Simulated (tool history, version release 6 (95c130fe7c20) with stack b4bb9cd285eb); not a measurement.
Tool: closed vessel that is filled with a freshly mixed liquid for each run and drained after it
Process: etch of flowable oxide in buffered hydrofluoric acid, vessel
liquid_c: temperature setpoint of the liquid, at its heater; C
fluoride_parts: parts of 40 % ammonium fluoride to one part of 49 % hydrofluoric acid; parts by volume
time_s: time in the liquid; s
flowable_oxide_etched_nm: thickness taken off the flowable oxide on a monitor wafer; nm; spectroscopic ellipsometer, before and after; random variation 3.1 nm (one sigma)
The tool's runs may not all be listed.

run,hour,liquid_c,fluoride_parts,time_s,flowable_oxide_etched_nm
1,0,25,17.5,30,115.94
2,4.6,23,17.5,30,105.08
3,8.1,25.5,14.5,30,139.7
4,10.6,25.5,14.5,30,140.1
5,13.4,27,12.5,30,177.42
6,20.8,28.5,11.5,30,209.79

Run 7 comes next. What will it give?
7,22.4,29.5,11,30,?

Run 7 gave flowable_oxide_etched_nm 231.72 nm.
